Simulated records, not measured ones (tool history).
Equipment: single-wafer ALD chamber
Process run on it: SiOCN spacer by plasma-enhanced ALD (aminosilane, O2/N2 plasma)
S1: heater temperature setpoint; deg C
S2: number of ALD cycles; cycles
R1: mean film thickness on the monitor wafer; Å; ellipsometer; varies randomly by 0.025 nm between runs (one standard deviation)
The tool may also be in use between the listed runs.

{"run": 1, "day": 0.0, "S1": 380, "S2": 99, "R1": 61.26}
{"run": 2, "day": 0.262, "S1": 380, "S2": 88, "R1": 54.248}
{"run": 3, "day": 0.583, "S1": 387, "S2": 88, "R1": 54.584}
{"run": 4, "day": 0.875, "S1": 387, "S2": 79, "R1": 48.967}
{"run": 5, "day": 0.917, "S1": 387, "S2": 83, "R1": 51.379}
{"run": 6, "day": 1.092, "S1": 392, "S2": 83, "R1": 51.532}
{"run": 7, "day": 1.367, "S1": 392, "S2": 83, "R1": 51.163}
{"run": 8, "day": 1.438, "S1": 392, "S2": 87, "R1": 53.807}
{"run": 9, "day": 1.746, "S1": 392, "S2": 90, "R1": 55.744}
{"run": 10, "day": 2.062, "S1": 392, "S2": 93, "R1": 57.516}
{"run": 11, "day": 2.192, "S1": 392, "S2": 109, "R1": 67.34}
{"run": 12, "day": 2.233, "S1": 392, "S2": 110, "R1": 68.098}

Forecast run 13:
{"run": 13, "day": 2.312, "S1": 392, "S2": 111, "R1": "?"}

{"run 13": {"R1": 68.54}}
